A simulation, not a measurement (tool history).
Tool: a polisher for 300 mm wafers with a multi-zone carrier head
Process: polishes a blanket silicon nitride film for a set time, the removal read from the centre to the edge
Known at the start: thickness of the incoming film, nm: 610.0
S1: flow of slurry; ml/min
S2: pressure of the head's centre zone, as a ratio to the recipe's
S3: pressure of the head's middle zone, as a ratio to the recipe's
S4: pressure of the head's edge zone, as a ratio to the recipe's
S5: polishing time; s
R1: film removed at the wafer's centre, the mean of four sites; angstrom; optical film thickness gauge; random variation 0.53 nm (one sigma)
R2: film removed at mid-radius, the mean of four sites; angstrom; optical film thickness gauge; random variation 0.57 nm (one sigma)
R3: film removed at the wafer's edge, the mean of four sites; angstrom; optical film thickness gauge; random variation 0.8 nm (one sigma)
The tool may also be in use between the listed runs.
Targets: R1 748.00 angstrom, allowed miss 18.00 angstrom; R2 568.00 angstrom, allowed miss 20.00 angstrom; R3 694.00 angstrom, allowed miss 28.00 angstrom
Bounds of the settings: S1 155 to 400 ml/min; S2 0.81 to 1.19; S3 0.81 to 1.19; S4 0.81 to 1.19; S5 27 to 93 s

run 1 hour=0.0 | S1=255 S2=1.00 S3=1.00 S4=1.00 S5=59 | R1=1292.40 R2=1283.80 R3=1291.30
run 2 hour=8.7 | S1=255 S2=1.00 S3=1.00 S4=1.00 S5=52 | R1=1151.90 R2=1127.10 R3=1132.70
run 3 hour=16.4 | S1=225 S2=1.01 S3=0.94 S4=1.00 S5=45 | R1=985.21 R2=919.84 R3=970.66
run 4 hour=22.4 | S1=215 S2=1.04 S3=0.90 S4=1.02 S5=40 | R1=887.06 R2=776.77 R3=872.33
run 5 hour=27.5 | S1=210 S2=1.06 S3=0.87 S4=1.01 S5=37 | R1=845.26 R2=699.33 R3=811.86
run 6 hour=35.7 | S1=205 S2=1.07 S3=0.85 S4=1.00 S5=35 | R1=798.85 R2=646.96 R3=753.90
run 7 hour=39.1 | S1=195 S2=1.08 S3=0.84 S4=1.00 S5=34 | R1=780.38 R2=609.71 R3=722.22
run 8 hour=41.6 | S1=185 S2=1.08 S3=0.83 S4=1.00 S5=34 | R1=761.08 R2=601.62 R3=712.94
run 9 hour=47.7 | S1=180 S2=1.09 S3=0.82 S4=1.01 S5=34 | R1=772.98 R2=608.99 R3=726.37

Which of these 5 next moves meets every target?
run A hour=53.8 | S1=195 S2=1.10 S3=0.84 S4=1.06 S5=34 | R1=? R2=? R3=?
run B hour=53.8 | S1=160 S2=1.13 S3=0.84 S4=1.03 S5=35 | R1=? R2=? R3=?
run C hour=53.8 | S1=165 S2=1.10 S3=0.91 S4=1.00 S5=33 | R1=? R2=? R3=?
run D hour=53.8 | S1=230 S2=1.10 S3=0.82 S4=1.06 S5=31 | R1=? R2=? R3=?
run E hour=53.8 | S1=180 S2=1.02 S3=0.81 S4=0.97 S5=33 | R1=? R2=? R3=?

move=A R1=797.98 R2=619.52 R3=736.95
move=B R1=808.02 R2=613.36 R3=729.29
move=C R1=747.47 R2=622.09 R3=682.55
move=D R1=748.74 R2=568.35 R3=685.14
move=E R1=706.04 R2=575.55 R3=684.36
A: further off than the last run
B: further off than the last run
C: further off than the last run
D: meets every target
E: brings the result that was furthest off to its target, and leaves another outside
The right move is D.

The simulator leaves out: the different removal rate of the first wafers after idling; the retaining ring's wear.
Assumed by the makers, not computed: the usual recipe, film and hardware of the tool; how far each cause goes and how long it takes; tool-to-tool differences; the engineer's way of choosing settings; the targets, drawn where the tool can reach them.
